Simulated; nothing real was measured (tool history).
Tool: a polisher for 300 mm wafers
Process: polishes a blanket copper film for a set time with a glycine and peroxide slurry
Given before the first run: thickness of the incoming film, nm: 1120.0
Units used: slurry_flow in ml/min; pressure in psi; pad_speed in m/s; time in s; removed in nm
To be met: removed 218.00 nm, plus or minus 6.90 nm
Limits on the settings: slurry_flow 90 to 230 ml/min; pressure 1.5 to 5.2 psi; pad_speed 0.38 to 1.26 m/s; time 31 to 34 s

run 1 hour=0.0 | slurry_flow=150 pressure=3.3 pad_speed=0.82 time=34 | removed=170.04
run 2 hour=6.3 | slurry_flow=120 pressure=3.3 pad_speed=0.82 time=34 | removed=166.83
run 3 hour=14.4 | slurry_flow=120 pressure=2.9 pad_speed=0.82 time=34 | removed=153.47
run 4 hour=15.1 | slurry_flow=120 pressure=3.3 pad_speed=0.82 time=34 | removed=165.20
run 5 hour=18.6 | slurry_flow=125 pressure=3.5 pad_speed=0.82 time=34 | removed=174.08
run 6 hour=24.2 | slurry_flow=125 pressure=3.5 pad_speed=0.82 time=31 | removed=162.72
run 7 hour=25.4 | slurry_flow=125 pressure=3.7 pad_speed=0.82 time=31 | removed=168.51
run 8 hour=29.9 | slurry_flow=125 pressure=3.9 pad_speed=0.82 time=31 | removed=173.06
run 9 hour=31.6 | slurry_flow=125 pressure=4.1 pad_speed=0.82 time=31 | removed=179.56
run 10 hour=37.0 | slurry_flow=125 pressure=4.1 pad_speed=0.82 time=31 | removed=179.28
run 11 hour=45.9 | slurry_flow=125 pressure=4.3 pad_speed=0.82 time=31 | removed=187.22
run 12 hour=54.5 | slurry_flow=125 pressure=4.4 pad_speed=0.82 time=31 | removed=190.04
run 13 hour=61.4 | slurry_flow=125 pressure=4.5 pad_speed=0.82 time=31 | removed=192.97
run 14 hour=67.8 | slurry_flow=125 pressure=4.6 pad_speed=0.82 time=31 | removed=195.97
run 15 hour=71.3 | slurry_flow=130 pressure=4.7 pad_speed=0.82 time=31 | removed=198.10
run 16 hour=79.2 | slurry_flow=130 pressure=4.8 pad_speed=0.82 time=31 | removed=201.86
run 17 hour=85.6 | slurry_flow=130 pressure=4.9 pad_speed=0.82 time=31 | removed=205.45
run 18 hour=88.8 | slurry_flow=130 pressure=4.9 pad_speed=0.82 time=31 | removed=205.64
run 19 hour=91.9 | slurry_flow=130 pressure=5.0 pad_speed=0.82 time=31 | removed=210.72

Below are 5 possible settings for the next run. Only one of them brings all results inside the allowed miss of their targets. Which is it?
run A hour=95.0 | slurry_flow=160 pressure=5.1 pad_speed=0.82 time=31 | removed=?
run B hour=95.0 | slurry_flow=90 pressure=4.4 pad_speed=0.84 time=33 | removed=?
run C hour=95.0 | slurry_flow=165 pressure=5.2 pad_speed=0.80 time=33 | removed=?
run D hour=95.0 | slurry_flow=145 pressure=4.5 pad_speed=0.76 time=33 | removed=?
run E hour=95.0 | slurry_flow=135 pressure=5.1 pad_speed=0.68 time=34 | removed=?

move=A removed=221.10
move=B removed=199.10
move=C removed=235.39
move=D removed=199.52
move=E removed=206.88
A: every result within its allowed miss
B: further off than the last run
C: pushes the last run's worst result past its target
D: further off than the last run
E: further off than the last run
Move A is the one to make.
